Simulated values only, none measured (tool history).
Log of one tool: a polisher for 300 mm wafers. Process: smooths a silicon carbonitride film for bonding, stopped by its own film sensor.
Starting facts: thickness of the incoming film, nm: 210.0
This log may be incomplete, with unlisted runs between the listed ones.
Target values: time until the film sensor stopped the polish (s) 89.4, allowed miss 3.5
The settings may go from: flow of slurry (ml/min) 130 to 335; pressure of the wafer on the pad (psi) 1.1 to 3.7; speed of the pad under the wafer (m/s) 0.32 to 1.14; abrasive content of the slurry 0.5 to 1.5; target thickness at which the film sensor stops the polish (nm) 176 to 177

| run | hour | flow of slurry (ml/min) | pressure of the wafer on the pad (psi) | speed of the pad under the wafer (m/s) | abrasive content of the slurry | target thickness at which the film sensor stops the polish (nm) | time until the film sensor stopped the polish (s) |
|---|---|---|---|---|---|---|---|
| 1 | 0 | 215 | 2.4 | 0.72 | 1 | 177 | 130.54 |
| 2 | 6.8 | 165 | 2.4 | 0.72 | 1 | 177 | 132.09 |
| 3 | 8.6 | 165 | 2.4 | 0.72 | 1 | 176 | 138.96 |
| 4 | 10.1 | 165 | 2 | 0.72 | 1 | 176 | 165.91 |
| 5 | 12 | 165 | 2 | 0.88 | 1 | 176 | 145.4 |
| 6 | 17.4 | 165 | 2 | 0.88 | 1.15 | 176 | 137.18 |
| 7 | 25.8 | 165 | 2.1 | 0.88 | 1.15 | 176 | 131.93 |
| 8 | 27.4 | 170 | 2.7 | 0.9 | 1.15 | 176 | 102.69 |
| 9 | 34.4 | 170 | 2.9 | 0.9 | 1.15 | 176 | 97.215 |
| 10 | 40.8 | 170 | 2.9 | 0.9 | 1.15 | 176 | 97.066 |
| 11 | 45.4 | 170 | 3 | 0.9 | 1.15 | 176 | 95.041 |

Next run, 5 choices. One meets every target within its allowed miss, the rest don't. Which?
| A | 50 | 145 | 2.9 | 0.98 | 1.1 | 177 | ? |
| B | 50 | 165 | 3.2 | 0.76 | 1.1 | 176 | ? |
| C | 50 | 145 | 2.8 | 0.8 | 1.25 | 176 | ? |
| D | 50 | 200 | 2.6 | 1 | 0.85 | 176 | ? |
| E | 50 | 170 | 2.9 | 0.82 | 1.25 | 176 | ? |

| move | time until the film sensor stopped the polish (s) |
|---|---|
| A | 90.084 |
| B | 98.488 |
| C | 105.3 |
| D | 106.72 |
| E | 98.837 |
A: meets every target
B: the biggest miss grows against the last run
C: the biggest miss grows against the last run
D: the biggest miss grows against the last run
E: the biggest miss grows against the last run
The right move is A.
